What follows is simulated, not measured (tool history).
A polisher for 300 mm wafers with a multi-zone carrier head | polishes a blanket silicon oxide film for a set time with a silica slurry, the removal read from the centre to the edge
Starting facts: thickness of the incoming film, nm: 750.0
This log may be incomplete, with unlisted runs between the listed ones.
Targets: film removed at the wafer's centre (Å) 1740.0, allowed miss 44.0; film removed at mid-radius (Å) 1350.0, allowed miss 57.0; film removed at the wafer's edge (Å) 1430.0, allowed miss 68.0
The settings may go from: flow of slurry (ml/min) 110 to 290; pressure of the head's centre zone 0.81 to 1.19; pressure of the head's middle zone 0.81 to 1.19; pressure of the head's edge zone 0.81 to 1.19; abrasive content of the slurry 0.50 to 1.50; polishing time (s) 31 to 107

run,day,flow of slurry (ml/min),pressure of the head's centre zone,pressure of the head's middle zone,pressure of the head's edge zone,abrasive content of the slurry,polishing time (s),film removed at the wafer's centre (Å),film removed at mid-radius (Å),film removed at the wafer's edge (Å)
1,0.000,185,1.00,1.00,1.00,1.00,69,2543.0,2490.1,2480.6
2,0.229,185,1.05,1.00,1.00,1.00,69,2639.4,2448.9,2561.0
3,0.579,185,1.05,0.93,1.00,1.00,69,2609.4,2311.7,2417.9
4,0.667,185,1.05,0.88,1.00,1.00,69,2649.4,2257.7,2494.5
5,0.725,180,1.07,0.87,0.95,0.85,64,2349.8,1901.2,2142.0
6,0.788,195,1.09,0.90,0.91,0.75,59,2102.5,1777.9,1813.0
7,1.108,195,1.10,0.88,0.89,0.70,57,1980.7,1591.1,1682.0
8,1.150,195,1.10,0.87,0.87,0.65,56,1890.4,1509.3,1622.3
9,1.192,195,1.11,0.87,0.85,0.60,56,1853.2,1474.1,1555.2
10,1.500,195,1.11,0.87,0.85,0.60,56,1855.4,1474.0,1517.3
11,1.771,180,1.11,0.86,0.84,0.60,56,1826.1,1439.1,1509.5
12,1.900,170,1.11,0.85,0.83,0.60,56,1817.9,1382.0,1498.0
13,2.254,155,1.10,0.88,0.81,0.55,56,1698.3,1363.4,1409.8
14,2.450,155,1.10,0.87,0.81,0.55,56,1697.0,1385.1,1416.3

Pick the move, out of 5, that brings all results within their allowed miss; only one does.
A,2.646,125,1.06,0.93,0.81,0.50,62,?,?,?
B,2.646,165,1.08,0.90,0.81,0.50,57,?,?,?
C,2.646,165,1.12,0.86,0.83,0.55,56,?,?,?
D,2.646,115,1.05,0.94,0.81,0.50,65,?,?,?
E,2.646,175,1.09,0.93,0.86,0.90,43,?,?,?

move,film removed at the wafer's centre (Å),film removed at mid-radius (Å),film removed at the wafer's edge (Å)
A,1653.4,1438.0,1424.0
B,1664.9,1371.9,1371.0
C,1765.6,1352.7,1419.8
D,1670.9,1485.1,1468.1
E,1643.9,1377.2,1370.8
A: moves away from the targets compared with the last run
B: moves away from the targets compared with the last run
C: all results in spec
D: moves away from the targets compared with the last run
E: moves away from the targets compared with the last run
Correct choice: C, which meets every target

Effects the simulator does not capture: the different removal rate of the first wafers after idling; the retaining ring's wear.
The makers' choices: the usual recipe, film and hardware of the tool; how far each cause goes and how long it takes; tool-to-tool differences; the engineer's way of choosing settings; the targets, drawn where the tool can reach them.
